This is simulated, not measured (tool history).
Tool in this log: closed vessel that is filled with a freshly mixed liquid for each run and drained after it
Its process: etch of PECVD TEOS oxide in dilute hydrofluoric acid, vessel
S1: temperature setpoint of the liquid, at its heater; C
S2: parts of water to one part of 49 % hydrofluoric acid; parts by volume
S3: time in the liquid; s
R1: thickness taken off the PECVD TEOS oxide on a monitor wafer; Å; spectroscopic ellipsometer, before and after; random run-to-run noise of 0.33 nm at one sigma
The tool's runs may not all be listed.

run	day	S1	S2	S3	R1
1	0.000	25.0	230	165	193.78
2	0.067	26.0	210	165	225.18
3	0.279	26.5	195	165	249.99
4	0.383	26.5	125	165	420.78
5	0.538	27.0	120	165	456.54
6	0.754	27.5	115	165	485.21

Run 7 has not been measured yet. What should we expect?
7	0.983	28.0	110	165	?

{"run 7": {"R1": 518.91}}
